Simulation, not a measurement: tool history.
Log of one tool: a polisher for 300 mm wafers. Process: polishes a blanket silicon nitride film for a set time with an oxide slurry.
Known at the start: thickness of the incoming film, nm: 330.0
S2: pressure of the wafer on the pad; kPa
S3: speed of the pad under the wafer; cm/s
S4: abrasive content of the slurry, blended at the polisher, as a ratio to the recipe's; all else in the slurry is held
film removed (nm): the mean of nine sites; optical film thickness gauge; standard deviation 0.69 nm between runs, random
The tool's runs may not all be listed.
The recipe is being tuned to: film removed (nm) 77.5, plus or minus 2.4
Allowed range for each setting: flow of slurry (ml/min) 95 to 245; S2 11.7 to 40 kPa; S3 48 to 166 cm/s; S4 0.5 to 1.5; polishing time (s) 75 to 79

run 1 day=0 | flow_of_slurry_(ml/min)=155 S2=25.5 S3=106 S4=1 polishing_time_(s)=75 | film_removed_(nm)=58.07
run 2 day=0.096 | flow_of_slurry_(ml/min)=155 S2=25.5 S3=106 S4=0.9 polishing_time_(s)=75 | film_removed_(nm)=54.956
run 3 day=0.262 | flow_of_slurry_(ml/min)=155 S2=25.5 S3=106 S4=0.9 polishing_time_(s)=79 | film_removed_(nm)=58.795
run 4 day=0.533 | flow_of_slurry_(ml/min)=160 S2=26.2 S3=106 S4=0.9 polishing_time_(s)=79 | film_removed_(nm)=60.326
run 5 day=0.883 | flow_of_slurry_(ml/min)=160 S2=26.2 S3=106 S4=0.9 polishing_time_(s)=79 | film_removed_(nm)=60.153
run 6 day=1.221 | flow_of_slurry_(ml/min)=160 S2=26.2 S3=106 S4=0.95 polishing_time_(s)=79 | film_removed_(nm)=61.247
run 7 day=1.258 | flow_of_slurry_(ml/min)=160 S2=27.6 S3=106 S4=0.95 polishing_time_(s)=79 | film_removed_(nm)=64.356
run 8 day=1.4 | flow_of_slurry_(ml/min)=160 S2=28.3 S3=106 S4=0.95 polishing_time_(s)=79 | film_removed_(nm)=66.176
run 9 day=1.583 | flow_of_slurry_(ml/min)=160 S2=28.3 S3=106 S4=0.95 polishing_time_(s)=79 | film_removed_(nm)=66.201
run 10 day=1.629 | flow_of_slurry_(ml/min)=160 S2=28.3 S3=106 S4=0.95 polishing_time_(s)=79 | film_removed_(nm)=66.084
run 11 day=1.938 | flow_of_slurry_(ml/min)=160 S2=29 S3=106 S4=0.95 polishing_time_(s)=79 | film_removed_(nm)=68.644

Below are 5 possible settings for the next run. Only one of them brings all results inside the allowed miss of their targets. Which is it?
run A day=2.246 | flow_of_slurry_(ml/min)=160 S2=29 S3=100 S4=0.95 polishing_time_(s)=75 | film_removed_(nm)=?
run B day=2.246 | flow_of_slurry_(ml/min)=185 S2=34.5 S3=98 S4=0.85 polishing_time_(s)=79 | film_removed_(nm)=?
run C day=2.246 | flow_of_slurry_(ml/min)=160 S2=26.9 S3=100 S4=0.95 polishing_time_(s)=77 | film_removed_(nm)=?
run D day=2.246 | flow_of_slurry_(ml/min)=125 S2=31 S3=122 S4=1.1 polishing_time_(s)=75 | film_removed_(nm)=?
run E day=2.246 | flow_of_slurry_(ml/min)=205 S2=23.4 S3=134 S4=0.8 polishing_time_(s)=75 | film_removed_(nm)=?

move=A film_removed_(nm)=61.297
move=B film_removed_(nm)=71.71
move=C film_removed_(nm)=58.72
move=D film_removed_(nm)=77.843
move=E film_removed_(nm)=58.076
A: lands further from the targets than the last run did
B: closer than the last run, but not yet in spec
C: lands further from the targets than the last run did
D: hits every target within its allowed miss
E: lands further from the targets than the last run did
Answer: D

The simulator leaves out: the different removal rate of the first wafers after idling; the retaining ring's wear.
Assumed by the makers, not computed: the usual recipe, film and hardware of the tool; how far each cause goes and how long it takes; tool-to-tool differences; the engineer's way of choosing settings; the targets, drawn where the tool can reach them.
